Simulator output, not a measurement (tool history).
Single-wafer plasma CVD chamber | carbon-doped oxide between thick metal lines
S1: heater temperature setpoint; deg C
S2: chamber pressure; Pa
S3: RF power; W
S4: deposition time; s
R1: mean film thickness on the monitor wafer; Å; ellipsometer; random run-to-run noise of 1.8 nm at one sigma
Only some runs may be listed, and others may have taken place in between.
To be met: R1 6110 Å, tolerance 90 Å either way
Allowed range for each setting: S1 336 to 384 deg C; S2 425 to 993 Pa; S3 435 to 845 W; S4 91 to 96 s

run 1 day=0 | S1=360 S2=709 S3=640 S4=96 | R1=5647.4
run 2 day=0.125 | S1=358 S2=739 S3=645 S4=96 | R1=5741.1
run 3 day=0.3 | S1=358 S2=739 S3=555 S4=96 | R1=5193.4
run 4 day=0.588 | S1=354 S2=739 S3=555 S4=96 | R1=5229.6
run 5 day=0.854 | S1=353 S2=776 S3=575 S4=96 | R1=5352.4
run 6 day=0.983 | S1=353 S2=776 S3=575 S4=91 | R1=5102.5
run 7 day=1.338 | S1=353 S2=777 S3=605 S4=91 | R1=5311.2
run 8 day=1.667 | S1=353 S2=791 S3=625 S4=91 | R1=5439.9
run 9 day=1.962 | S1=353 S2=807 S3=640 S4=91 | R1=5534.4
run 10 day=2.283 | S1=353 S2=820 S3=655 S4=91 | R1=5593.8
run 11 day=2.4 | S1=353 S2=821 S3=670 S4=91 | R1=5714.2
run 12 day=2.546 | S1=353 S2=829 S3=680 S4=91 | R1=5764
run 13 day=2.708 | S1=353 S2=833 S3=690 S4=91 | R1=5803

Next run, 4 choices. One meets every target within its allowed miss, the rest don't. Which?
run A day=2.871 | S1=348 S2=788 S3=640 S4=91 | R1=?
run B day=2.871 | S1=355 S2=875 S3=690 S4=96 | R1=?
run C day=2.871 | S1=353 S2=843 S3=650 S4=96 | R1=?
run D day=2.871 | S1=353 S2=952 S3=610 S4=91 | R1=?

move=A R1=5561.6
move=B R1=6140.9
move=C R1=5907.5
move=D R1=5421.6
A: lands further from the targets than the last run did
B: all results in spec
C: moves toward the targets from the last run without getting all of them in spec
D: lands further from the targets than the last run did
The right move is B.
